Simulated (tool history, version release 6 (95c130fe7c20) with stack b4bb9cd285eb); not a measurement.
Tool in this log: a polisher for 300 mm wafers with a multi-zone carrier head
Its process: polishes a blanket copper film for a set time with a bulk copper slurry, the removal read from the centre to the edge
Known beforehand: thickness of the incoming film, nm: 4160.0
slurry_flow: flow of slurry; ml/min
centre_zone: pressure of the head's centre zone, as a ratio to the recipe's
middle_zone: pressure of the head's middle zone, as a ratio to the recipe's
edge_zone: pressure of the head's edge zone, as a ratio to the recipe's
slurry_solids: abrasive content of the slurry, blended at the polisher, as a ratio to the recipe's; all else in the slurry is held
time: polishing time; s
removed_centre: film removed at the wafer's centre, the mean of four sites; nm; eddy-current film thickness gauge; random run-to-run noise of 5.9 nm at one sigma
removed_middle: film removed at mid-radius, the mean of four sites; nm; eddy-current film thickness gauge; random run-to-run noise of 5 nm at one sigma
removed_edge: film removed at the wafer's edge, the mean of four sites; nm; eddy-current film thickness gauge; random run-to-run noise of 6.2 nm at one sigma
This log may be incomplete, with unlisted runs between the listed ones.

run    day  slurry_flow  centre_zone  middle_zone  edge_zone  slurry_solids  time  removed_centre  removed_middle  removed_edge
  1  0.000          255         1.00         1.00       1.00           1.00    56          610.82          588.85        608.36
  2  0.150          255         1.02         0.99       0.97           0.90    53          576.87          549.01        552.55
  3  0.421          255         1.03         0.96       0.95           0.80    51          535.66          504.66        511.73
  4  0.629          255         1.03         0.96       0.95           0.80    63          667.45          627.68        630.67
  5  0.942          255         1.05         0.94       0.93           0.75    60          648.82          563.98        594.37
  6  0.967          255         1.05         0.94       0.93           0.75    71          748.31          674.95        689.27
  7  1.029          255         1.06         0.94       0.91           0.70    65          678.39          608.99        631.83
  8  1.071          265         1.09         0.95       0.89           0.65    59          628.89          555.68        546.24

For run 9, what comes out?
  9  1.179          265         1.07         0.86       0.86           0.50    46               ?               ?             ?

removed_centre: 455.35 nm
removed_middle: 387.25 nm
removed_edge: 410.50 nm
